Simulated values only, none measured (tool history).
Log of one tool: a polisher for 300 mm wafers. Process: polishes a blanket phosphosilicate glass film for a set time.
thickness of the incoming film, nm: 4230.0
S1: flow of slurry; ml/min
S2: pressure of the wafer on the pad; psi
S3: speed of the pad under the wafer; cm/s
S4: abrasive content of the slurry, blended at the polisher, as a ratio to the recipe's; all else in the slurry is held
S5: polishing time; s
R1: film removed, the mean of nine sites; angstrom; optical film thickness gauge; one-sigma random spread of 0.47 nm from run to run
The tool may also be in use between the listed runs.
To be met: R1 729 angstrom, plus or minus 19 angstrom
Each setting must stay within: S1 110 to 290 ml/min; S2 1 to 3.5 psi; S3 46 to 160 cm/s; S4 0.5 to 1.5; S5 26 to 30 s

run	hour	S1	S2	S3	S4	S5	R1
1	0	185	2.2	102	1	30	1445
2	2.8	185	2.1	100	1	30	1382.4
3	7.1	185	2	98	1	30	1284.3
4	14.8	185	1.9	96	1	30	1207.9
5	19.5	185	1.8	96	1	30	1148.9
6	26.3	185	1.7	96	1	30	1094.6
7	34.9	185	1.6	96	1	30	1038.6
8	38.8	155	1	88	1	30	626.59
9	45.2	160	1	88	1	30	626.23
10	48.6	195	1.3	88	1	30	792.95
11	49.5	190	1.3	88	1	30	795.39
12	52	185	1.3	88	1	30	800.84
13	59.6	180	1.3	88	1	30	797.67
14	61.3	175	1.3	88	1	30	791.03
15	62.1	170	1.3	88	1	30	789.27
16	62.6	165	1.3	88	1	30	787.97
17	69.8	165	1.3	88	1	30	776.54
18	75	160	1.3	88	1	30	781.92

Which of these 5 next moves meets every target?
A	80.2	245	1.6	74	1	30	?
B	80.2	135	1.2	122	0.95	28	?
C	80.2	160	1.3	72	1.2	30	?
D	80.2	155	1.4	82	1	29	?
E	80.2	145	1.4	90	1	30	?

move	R1
A	860.5
B	853.84
C	722.25
D	766.46
E	848.66
A: the biggest miss grows against the last run
B: the biggest miss grows against the last run
C: meets every target
D: an improvement on the last run, though not all results are within tolerance
E: the biggest miss grows against the last run
Answer: C

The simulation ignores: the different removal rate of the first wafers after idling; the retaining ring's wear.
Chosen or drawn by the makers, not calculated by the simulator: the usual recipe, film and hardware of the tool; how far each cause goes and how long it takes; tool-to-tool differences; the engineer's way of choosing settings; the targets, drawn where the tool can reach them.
